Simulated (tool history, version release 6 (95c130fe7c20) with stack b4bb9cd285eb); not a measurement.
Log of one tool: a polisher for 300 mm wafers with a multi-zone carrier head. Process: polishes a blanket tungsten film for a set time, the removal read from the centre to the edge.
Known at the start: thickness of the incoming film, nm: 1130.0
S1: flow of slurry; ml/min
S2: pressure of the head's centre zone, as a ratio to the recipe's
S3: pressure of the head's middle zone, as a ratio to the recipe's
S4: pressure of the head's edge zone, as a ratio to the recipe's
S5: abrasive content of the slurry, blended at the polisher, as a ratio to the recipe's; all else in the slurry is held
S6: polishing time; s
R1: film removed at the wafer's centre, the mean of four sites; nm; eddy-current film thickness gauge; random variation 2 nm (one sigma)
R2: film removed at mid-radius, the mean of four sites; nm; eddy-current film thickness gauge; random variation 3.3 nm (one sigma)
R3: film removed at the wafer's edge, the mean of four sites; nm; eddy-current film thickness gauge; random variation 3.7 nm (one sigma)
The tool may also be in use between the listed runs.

{"run": 1, "hour": 0.0, "S1": 140, "S2": 1.0, "S3": 1.0, "S4": 1.0, "S5": 1.0, "S6": 64, "R1": 321.81, "R2": 322.77, "R3": 316.48}
{"run": 2, "hour": 0.7, "S1": 140, "S2": 1.0, "S3": 1.0, "S4": 1.0, "S5": 1.1, "S6": 64, "R1": 325.89, "R2": 332.74, "R3": 333.56}
{"run": 3, "hour": 7.9, "S1": 130, "S2": 0.99, "S3": 0.95, "S4": 1.0, "S5": 1.0, "S6": 64, "R1": 311.77, "R2": 312.34, "R3": 308.69}
{"run": 4, "hour": 12.1, "S1": 130, "S2": 0.99, "S3": 0.95, "S4": 1.06, "S5": 1.0, "S6": 64, "R1": 308.42, "R2": 301.74, "R3": 308.14}
{"run": 5, "hour": 17.1, "S1": 130, "S2": 0.99, "S3": 0.95, "S4": 1.06, "S5": 1.1, "S6": 64, "R1": 313.85, "R2": 305.05, "R3": 329.55}
{"run": 6, "hour": 20.9, "S1": 125, "S2": 0.99, "S3": 0.91, "S4": 1.09, "S5": 1.0, "S6": 63, "R1": 297.95, "R2": 286.79, "R3": 313.37}

Run 7 comes next. What will it give?
{"run": 7, "hour": 27.8, "S1": 120, "S2": 1.01, "S3": 0.88, "S4": 1.1, "S5": 0.9, "S6": 62, "R1": "?", "R2": "?", "R3": "?"}

R1: 294.08 nm
R2: 262.27 nm
R3: 309.44 nm

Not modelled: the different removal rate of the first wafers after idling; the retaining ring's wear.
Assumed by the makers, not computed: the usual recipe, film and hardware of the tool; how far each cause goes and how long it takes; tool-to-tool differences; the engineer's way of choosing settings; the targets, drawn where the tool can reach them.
